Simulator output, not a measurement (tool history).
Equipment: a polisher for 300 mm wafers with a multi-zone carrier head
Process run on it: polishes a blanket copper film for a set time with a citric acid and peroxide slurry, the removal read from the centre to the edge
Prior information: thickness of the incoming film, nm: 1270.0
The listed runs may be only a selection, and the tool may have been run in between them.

run  hour  flow of slurry (ml/min)  pressure of the head's centre zone  pressure of the head's middle zone  pressure of the head's edge zone  abrasive content of the slurry  polishing time (s)  film removed at the wafer's centre (Å)  film removed at mid-radius (Å)  film removed at the wafer's edge (Å)
  1   0.0                      160                                1.00                                1.00                              1.00                            1.00                  79                                  1310.4                          1288.2                                1271.8
  2   8.9                      160                                1.00                                1.03                              1.00                            1.00                  79                                  1327.5                          1304.4                                1264.3
  3  14.6                      160                                1.00                                1.03                              1.00                            1.10                  79                                  1356.8                          1332.5                                1303.8
  4  15.9                      160                                1.00                                1.03                              1.00                            1.20                  79                                  1378.7                          1362.3                                1325.5
  5  17.2                      160                                0.92                                1.03                              1.00                            1.20                  79                                  1269.7                          1362.7                                1329.3
  6  18.4                      150                                0.92                                0.98                              0.97                            1.10                  79                                  1227.8                          1268.2                                1285.8
  7  22.3                      145                                0.92                                0.95                              0.95                            1.00                  79                                  1209.9                          1197.8                                1224.2
  8  26.1                      135                                0.91                                0.93                              0.93                            0.95                  79                                  1154.0                          1158.2                                1200.7

Estimate the outcome of run 9 from the log above:
  9  30.6                      130                                0.91                                0.91                              0.91                            0.90                  79                                       ?                               ?                                     ?

{"run 9": {"film removed at the wafer's centre (Å)": 1162.6, "film removed at mid-radius (Å)": 1113.2, "film removed at the wafer's edge (Å)": 1168.8}}
